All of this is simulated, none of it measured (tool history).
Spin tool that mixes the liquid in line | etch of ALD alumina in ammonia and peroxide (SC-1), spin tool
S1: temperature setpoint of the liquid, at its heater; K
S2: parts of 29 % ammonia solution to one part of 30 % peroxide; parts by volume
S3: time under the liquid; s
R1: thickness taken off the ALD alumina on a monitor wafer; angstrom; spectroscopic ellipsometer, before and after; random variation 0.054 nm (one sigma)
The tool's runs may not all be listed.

run	day	S1	S2	S3	R1
1	0.000	333.15	0.65	100	85.095
2	0.217	332.65	0.65	100	84.444
3	0.358	332.65	0.50	100	82.316
4	0.533	332.65	0.50	100	82.718
5	0.633	332.15	0.50	100	80.161
6	0.679	332.15	0.50	105	83.815

The next listed run, before its measurement:
7	0.958	331.65	0.50	105	?

{"run 7": {"R1": 81.52}}
